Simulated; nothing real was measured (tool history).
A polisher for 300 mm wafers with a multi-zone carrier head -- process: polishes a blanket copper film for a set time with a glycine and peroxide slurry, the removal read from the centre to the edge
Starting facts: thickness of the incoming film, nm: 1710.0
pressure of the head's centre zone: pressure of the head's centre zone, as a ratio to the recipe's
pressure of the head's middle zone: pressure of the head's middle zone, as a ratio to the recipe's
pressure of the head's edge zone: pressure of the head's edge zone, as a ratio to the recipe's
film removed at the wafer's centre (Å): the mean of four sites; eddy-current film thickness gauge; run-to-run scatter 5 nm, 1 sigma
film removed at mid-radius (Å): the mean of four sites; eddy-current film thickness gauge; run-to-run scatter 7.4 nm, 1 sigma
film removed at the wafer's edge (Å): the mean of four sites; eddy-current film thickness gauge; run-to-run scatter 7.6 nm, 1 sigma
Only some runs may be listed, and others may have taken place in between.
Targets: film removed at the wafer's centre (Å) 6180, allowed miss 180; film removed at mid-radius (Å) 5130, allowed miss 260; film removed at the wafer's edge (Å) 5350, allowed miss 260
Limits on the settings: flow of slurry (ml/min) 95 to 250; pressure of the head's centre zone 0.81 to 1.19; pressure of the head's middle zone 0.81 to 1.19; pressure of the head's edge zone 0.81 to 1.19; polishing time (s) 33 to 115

run  hour  flow of slurry (ml/min)  pressure of the head's centre zone  pressure of the head's middle zone  pressure of the head's edge zone  polishing time (s)  film removed at the wafer's centre (Å)  film removed at mid-radius (Å)  film removed at the wafer's edge (Å)
  1     0                      160                                   1                                   1                                 1                  73                                  6283.7                            6098                                6364.9
  2   6.9                      120                                   1                                   1                                 1                  73                                  6087.4                          6163.9                                6200.3
  3    11                      125                                1.03                                0.96                              0.96                  71                                  6104.1                          5609.9                                5770.2
  4  17.5                      125                                1.04                                0.94                              0.94                  71                                  6121.1                          5504.5                                5776.8
  5  24.6                      125                                0.96                                0.94                              0.94                  71                                  5700.7                          5425.3                                5733.3
  6  31.6                      125                                0.96                                0.94                              0.94                  54                                  4371.1                            4206                                4521.4
  7  35.1                      140                                1.04                                0.96                              0.97                  56                                  4869.7                          4508.1                                4703.7
  8  39.6                      150                                1.09                                0.96                              0.99                  58                                  5435.2                          4805.7                                4992.9
  9  42.2                      160                                1.12                                0.96                              1.01                  58                                  5677.4                          4652.6                                5131.6
 10  44.3                      170                                1.14                                0.98                              1.01                  58                                  5765.5                          4994.2                                5066.5
 11  46.8                      175                                1.15                                0.98                              1.02                  58                                  5796.5                          4932.7                                  5282

Consider the 4 candidate settings below. Which is the only one whose results all fall within their allowed miss of target?
  A  49.3                      190                                1.19                                0.94                              1.02                  55                                       ?                               ?                                     ?
  B  49.3                      250                                1.07                                 0.9                              1.14                  62                                       ?                               ?                                     ?
  C  49.3                      205                                1.12                                0.95                              0.96                  61                                       ?                               ?                                     ?
  D  49.3                      180                                1.12                                0.97                              1.04                  66                                       ?                               ?                                     ?

move  film removed at the wafer's centre (Å)  film removed at mid-radius (Å)  film removed at the wafer's edge (Å)
   A                                  5755.4                          4646.1                                4913.8
   B                                  6106.7                            5228                                6009.9
   C                                  6104.1                          5254.1                                5332.5
   D                                  6475.1                          5682.5                                5917.5
A: lands further from the targets than the last run did
B: puts the biggest miss on target and leaves a different result outside tolerance
C: every result lands within tolerance
D: carries the result that was furthest off beyond its target, to the other side
Go with C: it meets all targets.
